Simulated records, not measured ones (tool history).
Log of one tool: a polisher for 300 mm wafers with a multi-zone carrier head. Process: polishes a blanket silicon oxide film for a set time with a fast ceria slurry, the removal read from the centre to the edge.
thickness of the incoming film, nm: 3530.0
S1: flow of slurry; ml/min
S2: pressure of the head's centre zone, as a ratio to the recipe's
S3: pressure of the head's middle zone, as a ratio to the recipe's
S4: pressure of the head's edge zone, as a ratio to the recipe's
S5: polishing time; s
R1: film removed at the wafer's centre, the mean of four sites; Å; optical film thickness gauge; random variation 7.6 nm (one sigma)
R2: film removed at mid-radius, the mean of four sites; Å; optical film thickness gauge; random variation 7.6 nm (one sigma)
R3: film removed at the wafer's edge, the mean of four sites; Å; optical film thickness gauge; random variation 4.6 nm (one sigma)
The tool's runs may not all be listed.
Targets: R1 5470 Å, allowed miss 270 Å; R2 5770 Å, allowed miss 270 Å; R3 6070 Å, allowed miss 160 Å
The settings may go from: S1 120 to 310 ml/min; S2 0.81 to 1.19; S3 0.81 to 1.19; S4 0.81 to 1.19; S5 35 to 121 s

run    day   S1    S2    S3    S4  S5      R1      R2      R3
  1      0  200     1     1     1  78  9832.3    9629    9926
  2  0.296  250     1     1     1  78   10300   10168   10286
  3   0.45  230  0.96  0.97  0.96  68  8575.8  8311.9  8657.7
  4  0.738  230  0.96  0.97  0.96  75  9659.9  9408.2  9523.1
  5  0.946  210  0.93  0.97  0.95  66    8246  8209.3  8400.9
  6  1.108  210  0.93  0.89  0.95  66  8018.8  7774.6  8206.7
  7  1.212  195  0.89  0.88  0.94  60  6808.2  6691.9    7482
     1.338  -- worn pad replaced by a new one
  8  1.338  190  0.87   0.9   0.9  56  6665.5  6770.1  7439.3
  9  1.596  210  0.88  0.95  0.95  50  6252.1  6573.9  6886.8
 10  1.883  215  0.88  0.95  0.95  47  5970.7  6311.6  6506.8
 11  1.988  215  0.88  0.94  0.95  46    5765  6141.5  6437.1

5 next moves are on the table. One of them brings every result within its allowed miss. Which?
  A  2.092  170  0.92  1.01   1.1  47   ?   ?   ?
  B  2.092  160  0.81  0.82  0.99  51   ?   ?   ?
  C  2.092  180  0.82  0.82  1.02  48   ?   ?   ?
  D  2.092  190  0.81  0.97  0.97  48   ?   ?   ?
  E  2.092  205  0.89  0.95  0.98  44   ?   ?   ?

move      R1      R2      R3
   A  6002.3  6320.3  6722.5
   B  5643.2  5702.8  6882.8
   C  5516.1  5489.3  6680.7
   D  5511.6  6368.9  6552.6
   E  5631.6  5804.8  6092.1
A: further off than the last run
B: further off than the last run
C: further off than the last run
D: further off than the last run
E: meets every target
Answer: E
